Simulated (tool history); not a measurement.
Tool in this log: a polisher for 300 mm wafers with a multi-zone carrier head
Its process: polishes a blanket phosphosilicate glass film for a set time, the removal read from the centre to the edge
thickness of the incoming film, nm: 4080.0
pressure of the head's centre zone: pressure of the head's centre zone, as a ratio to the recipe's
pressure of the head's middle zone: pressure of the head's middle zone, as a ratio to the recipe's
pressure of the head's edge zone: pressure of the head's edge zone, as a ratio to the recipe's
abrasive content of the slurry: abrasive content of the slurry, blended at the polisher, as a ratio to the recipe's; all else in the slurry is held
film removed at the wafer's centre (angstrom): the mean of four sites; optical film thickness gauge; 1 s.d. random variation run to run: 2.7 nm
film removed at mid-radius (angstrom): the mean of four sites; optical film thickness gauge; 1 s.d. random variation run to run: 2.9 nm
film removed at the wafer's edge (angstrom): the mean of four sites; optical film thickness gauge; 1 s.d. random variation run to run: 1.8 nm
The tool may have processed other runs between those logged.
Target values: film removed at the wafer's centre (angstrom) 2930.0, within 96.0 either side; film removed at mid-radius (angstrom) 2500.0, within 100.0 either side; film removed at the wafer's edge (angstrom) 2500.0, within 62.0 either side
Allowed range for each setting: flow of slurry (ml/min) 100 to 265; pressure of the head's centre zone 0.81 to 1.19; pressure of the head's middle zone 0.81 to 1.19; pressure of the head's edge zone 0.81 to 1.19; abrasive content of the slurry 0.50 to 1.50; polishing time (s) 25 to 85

| run | day | flow of slurry (ml/min) | pressure of the head's centre zone | pressure of the head's middle zone | pressure of the head's edge zone | abrasive content of the slurry | polishing time (s) | film removed at the wafer's centre (angstrom) | film removed at mid-radius (angstrom) | film removed at the wafer's edge (angstrom) |
|---|---|---|---|---|---|---|---|---|---|---|
| 1 | 0.000 | 170 | 1.00 | 1.00 | 1.00 | 1.00 | 55 | 4972.2 | 4826.0 | 4941.8 |
| 2 | 0.258 | 170 | 1.00 | 1.00 | 1.00 | 0.90 | 55 | 4758.0 | 4670.3 | 4767.2 |
| 3 | 0.379 | 170 | 1.00 | 1.00 | 0.96 | 0.90 | 55 | 4694.3 | 4687.8 | 4605.7 |
| 4 | 0.721 | 200 | 1.00 | 1.00 | 0.96 | 0.90 | 55 | 4864.5 | 4782.0 | 4744.9 |
| 5 | 1.050 | 200 | 1.00 | 1.00 | 0.96 | 0.70 | 55 | 4341.8 | 4156.7 | 4197.0 |
| 6 | 1.158 | 200 | 1.00 | 1.00 | 0.96 | 0.55 | 55 | 3806.6 | 3700.7 | 3748.6 |
| 7 | 1.342 | 190 | 1.02 | 0.98 | 0.92 | 0.55 | 51 | 3558.8 | 3381.2 | 3334.7 |
| 8 | 1.554 | 175 | 1.03 | 0.94 | 0.89 | 0.55 | 49 | 3412.3 | 3100.7 | 3188.4 |
| 9 | 1.896 | 165 | 1.05 | 0.93 | 0.87 | 0.55 | 47 | 3310.7 | 2902.3 | 2945.4 |
| 10 | 2.212 | 155 | 1.05 | 0.92 | 0.85 | 0.55 | 46 | 3195.7 | 2847.1 | 2824.3 |
| 11 | 2.479 | 145 | 1.06 | 0.91 | 0.84 | 0.55 | 46 | 3240.5 | 2741.1 | 2825.4 |
| 12 | 2.767 | 145 | 1.06 | 0.91 | 0.83 | 0.55 | 45 | 3152.3 | 2685.4 | 2746.4 |
| 13 | 3.038 | 140 | 1.06 | 0.91 | 0.82 | 0.55 | 44 | 2993.6 | 2646.3 | 2665.2 |
| 14 | 3.150 | 135 | 1.07 | 0.91 | 0.82 | 0.55 | 44 | 3046.8 | 2569.2 | 2647.0 |
| 15 | 3.300 | 115 | 1.08 | 0.96 | 0.81 | 0.50 | 43 | 2728.4 | 2493.6 | 2378.8 |
| 16 | 3.346 | 125 | 1.08 | 0.95 | 0.82 | 0.50 | 43 | 2811.9 | 2512.9 | 2475.3 |

Which single option among these 5 for the next run brings every result within its allowed miss of target? Just one does.
| A | 3.392 | 145 | 1.03 | 0.93 | 0.85 | 0.50 | 43 | ? | ? | ? |
| B | 3.392 | 150 | 1.09 | 0.93 | 0.84 | 0.65 | 37 | ? | ? | ? |
| C | 3.392 | 120 | 1.06 | 0.98 | 0.85 | 0.55 | 40 | ? | ? | ? |
| D | 3.392 | 125 | 1.04 | 0.99 | 0.84 | 0.55 | 41 | ? | ? | ? |
| E | 3.392 | 135 | 1.07 | 0.88 | 0.86 | 0.50 | 41 | ? | ? | ? |

| move | film removed at the wafer's centre (angstrom) | film removed at mid-radius (angstrom) | film removed at the wafer's edge (angstrom) |
|---|---|---|---|
| A | 2738.9 | 2487.4 | 2537.8 |
| B | 2875.1 | 2464.1 | 2498.2 |
| C | 2673.7 | 2472.9 | 2432.6 |
| D | 2707.7 | 2572.7 | 2490.9 |
| E | 2681.3 | 2241.7 | 2416.1 |
A: the biggest miss grows against the last run
B: every result lands within tolerance
C: the biggest miss grows against the last run
D: the biggest miss grows against the last run
E: the biggest miss grows against the last run
B is the move that brings every result within its allowed miss.
